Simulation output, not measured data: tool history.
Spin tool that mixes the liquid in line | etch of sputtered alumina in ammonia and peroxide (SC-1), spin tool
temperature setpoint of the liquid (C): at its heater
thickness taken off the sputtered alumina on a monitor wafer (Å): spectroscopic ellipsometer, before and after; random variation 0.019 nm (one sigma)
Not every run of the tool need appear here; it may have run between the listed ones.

run,day,temperature setpoint of the liquid (C),parts of 29 % ammonia solution to one part of 30 % peroxide (parts by volume),time under the liquid (s),thickness taken off the sputtered alumina on a monitor wafer (Å)
1,0.000,57.0,0.5,185,90.671
2,0.096,50.0,0.5,185,62.058
3,0.383,50.0,0.5,185,62.516
4,0.521,48.0,0.5,185,55.721
5,0.625,48.0,0.5,185,55.410
6,0.996,48.0,0.6,185,57.206
7,1.288,46.5,0.6,185,51.727
8,1.325,45.5,0.6,185,49.353

What does the tool deliver on the next run?
9,1.683,45.5,0.6,185,?

thickness taken off the sputtered alumina on a monitor wafer (Å): 49.489
